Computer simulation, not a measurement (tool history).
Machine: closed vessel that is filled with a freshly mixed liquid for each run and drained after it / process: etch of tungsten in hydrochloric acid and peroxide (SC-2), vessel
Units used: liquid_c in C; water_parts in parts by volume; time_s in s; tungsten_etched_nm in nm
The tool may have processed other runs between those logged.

{"run": 1, "hour": 0.0, "liquid_c": 54, "water_parts": 8, "time_s": 275, "tungsten_etched_nm": 68.407}
{"run": 2, "hour": 5.7, "liquid_c": 54, "water_parts": 8, "time_s": 290, "tungsten_etched_nm": 72.715}
{"run": 3, "hour": 13.8, "liquid_c": 56.5, "water_parts": 8, "time_s": 290, "tungsten_etched_nm": 85.751}
{"run": 4, "hour": 22.7, "liquid_c": 58.5, "water_parts": 8, "time_s": 290, "tungsten_etched_nm": 96.609}
{"run": 5, "hour": 26.4, "liquid_c": 58.5, "water_parts": 6, "time_s": 290, "tungsten_etched_nm": 120.7}
{"run": 6, "hour": 29.3, "liquid_c": 59.5, "water_parts": 6, "time_s": 290, "tungsten_etched_nm": 128.35}

The next listed run, before its measurement:
{"run": 7, "hour": 37.0, "liquid_c": 60, "water_parts": 6, "time_s": 290, "tungsten_etched_nm": "?"}

{"run 7": {"tungsten_etched_nm": 133.16}}

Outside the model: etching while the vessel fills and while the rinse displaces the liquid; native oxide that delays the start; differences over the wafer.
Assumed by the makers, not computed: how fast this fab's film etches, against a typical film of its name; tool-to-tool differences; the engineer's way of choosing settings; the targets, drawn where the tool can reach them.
